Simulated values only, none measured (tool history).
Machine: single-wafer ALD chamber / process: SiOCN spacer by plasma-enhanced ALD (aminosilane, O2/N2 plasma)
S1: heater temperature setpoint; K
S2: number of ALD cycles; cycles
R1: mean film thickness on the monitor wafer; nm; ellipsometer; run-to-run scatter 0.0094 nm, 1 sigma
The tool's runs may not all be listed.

{"run": 1, "hour": 0.0, "S1": 653.15, "S2": 49, "R1": 3.0461}
{"run": 2, "hour": 5.5, "S1": 663.15, "S2": 49, "R1": 3.0095}
{"run": 3, "hour": 10.9, "S1": 663.15, "S2": 46, "R1": 2.8515}
{"run": 4, "hour": 14.7, "S1": 658.15, "S2": 46, "R1": 2.8439}
{"run": 5, "hour": 19.7, "S1": 658.15, "S2": 44, "R1": 2.7326}
{"run": 6, "hour": 21.9, "S1": 658.15, "S2": 42, "R1": 2.6149}
{"run": 7, "hour": 27.5, "S1": 658.15, "S2": 41, "R1": 2.5305}

The next listed run, before its measurement:
{"run": 8, "hour": 36.2, "S1": 658.15, "S2": 40, "R1": "?"}

R1: 2.4856 nm

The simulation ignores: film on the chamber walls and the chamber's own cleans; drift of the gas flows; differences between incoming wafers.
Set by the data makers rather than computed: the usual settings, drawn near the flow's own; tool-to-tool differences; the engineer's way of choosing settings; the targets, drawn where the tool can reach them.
